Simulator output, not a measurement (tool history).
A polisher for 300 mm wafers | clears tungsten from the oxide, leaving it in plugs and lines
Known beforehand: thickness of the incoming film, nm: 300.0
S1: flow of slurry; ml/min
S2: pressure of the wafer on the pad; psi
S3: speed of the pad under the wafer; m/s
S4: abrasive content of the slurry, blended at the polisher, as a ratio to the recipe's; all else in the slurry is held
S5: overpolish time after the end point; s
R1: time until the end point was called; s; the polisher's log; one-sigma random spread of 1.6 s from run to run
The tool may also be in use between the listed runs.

Run 1, hour 0.0: S1 195 ml/min, S2 3.4 psi, S3 0.86 m/s, S4 1.0, S5 18 s. Result: R1 108.48 s.
Run 2, hour 0.8: S1 215 ml/min, S2 3.4 psi, S3 0.86 m/s, S4 1.0, S5 18 s. Result: R1 103.28 s.
Run 3, hour 7.2: S1 215 ml/min, S2 3.4 psi, S3 0.86 m/s, S4 0.8, S5 18 s. Result: R1 109.95 s.
Run 4, hour 13.6: S1 170 ml/min, S2 3.4 psi, S3 0.86 m/s, S4 0.8, S5 18 s. Result: R1 113.82 s.
Run 5, hour 19.2: S1 215 ml/min, S2 3.4 psi, S3 0.86 m/s, S4 0.8, S5 18 s. Result: R1 112.65 s.
Run 6, hour 25.3: S1 245 ml/min, S2 3.4 psi, S3 0.86 m/s, S4 0.8, S5 18 s. Result: R1 108.92 s.

What does the tool deliver on the next run?
Run 7, hour 29.9: S1 245 ml/min, S2 3.3 psi, S3 0.86 m/s, S4 0.8, S5 18 s. Result: R1 ?.

{"run 7": {"R1": 113.16}}

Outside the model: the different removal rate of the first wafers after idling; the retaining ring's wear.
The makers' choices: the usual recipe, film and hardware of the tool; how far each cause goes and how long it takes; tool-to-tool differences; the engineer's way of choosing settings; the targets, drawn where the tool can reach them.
